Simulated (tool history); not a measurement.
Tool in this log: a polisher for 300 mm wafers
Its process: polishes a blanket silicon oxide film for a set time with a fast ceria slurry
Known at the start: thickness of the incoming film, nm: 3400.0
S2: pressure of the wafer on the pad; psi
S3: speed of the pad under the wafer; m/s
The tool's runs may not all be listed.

run 1 hour=0 | flow_of_slurry_(ml/min)=190 S2=2.4 S3=1.14 polishing_time_(s)=49 | film_removed_(nm)=754.78
run 2 hour=4.8 | flow_of_slurry_(ml/min)=190 S2=2.7 S3=1.14 polishing_time_(s)=49 | film_removed_(nm)=862.44
run 3 hour=12.2 | flow_of_slurry_(ml/min)=190 S2=2.4 S3=1.12 polishing_time_(s)=49 | film_removed_(nm)=758.42
run 4 hour=20.6 | flow_of_slurry_(ml/min)=190 S2=2.1 S3=1.1 polishing_time_(s)=49 | film_removed_(nm)=674.19
run 5 hour=23 | flow_of_slurry_(ml/min)=190 S2=2.1 S3=1.32 polishing_time_(s)=49 | film_removed_(nm)=771.79
run 6 hour=31.1 | flow_of_slurry_(ml/min)=190 S2=2.1 S3=1.32 polishing_time_(s)=52 | film_removed_(nm)=811.45
run 7 hour=36.1 | flow_of_slurry_(ml/min)=190 S2=1.8 S3=1.3 polishing_time_(s)=52 | film_removed_(nm)=703.94
run 8 hour=42.7 | flow_of_slurry_(ml/min)=190 S2=1.6 S3=1.28 polishing_time_(s)=52 | film_removed_(nm)=650.93
run 9 hour=47 | flow_of_slurry_(ml/min)=190 S2=1.5 S3=1.28 polishing_time_(s)=52 | film_removed_(nm)=614.21

Expected results for the next run?
run 10 hour=49.7 | flow_of_slurry_(ml/min)=190 S2=1.4 S3=1.28 polishing_time_(s)=52 | film_removed_(nm)=?

{"run 10": {"film removed (nm)": 575.98}}
